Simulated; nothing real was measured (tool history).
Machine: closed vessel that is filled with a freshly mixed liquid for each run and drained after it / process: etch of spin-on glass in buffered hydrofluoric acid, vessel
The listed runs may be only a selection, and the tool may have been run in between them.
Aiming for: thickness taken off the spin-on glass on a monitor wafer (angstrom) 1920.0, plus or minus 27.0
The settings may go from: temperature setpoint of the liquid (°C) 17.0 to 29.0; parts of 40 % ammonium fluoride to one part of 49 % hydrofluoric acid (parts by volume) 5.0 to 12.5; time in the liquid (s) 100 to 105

run,hour,temperature setpoint of the liquid (°C),parts of 40 % ammonium fluoride to one part of 49 % hydrofluoric acid (parts by volume),time in the liquid (s),thickness taken off the spin-on glass on a monitor wafer (angstrom)
1,0.0,21.0,7.5,100,2728.5
2,8.2,17.5,7.5,100,2254.5
3,9.6,17.5,8.0,100,2081.1
4,13.5,20.0,8.0,100,2421.2
5,14.8,19.0,8.0,100,2277.6
6,23.1,19.0,8.0,105,2395.5
7,28.4,18.5,8.0,105,2318.6
8,35.1,18.0,8.0,105,2267.4
9,41.0,17.5,8.0,105,2212.2
10,45.6,17.0,8.5,105,2011.8

Which one of the following 4 next-run settings gets every result inside its allowed miss? There is exactly one.
A,50.2,18.5,9.0,100,?
B,50.2,17.0,9.5,105,?
C,50.2,17.0,8.5,100,?
D,50.2,18.5,9.0,105,?

move,thickness taken off the spin-on glass on a monitor wafer (angstrom)
A,2022.6
B,1873.3
C,1925.5
D,2123.8
A: the biggest miss grows against the last run
B: the result that was furthest off in the last run now lies on the other side of its target
C: every result lands within tolerance
D: the biggest miss grows against the last run
The right move is C.
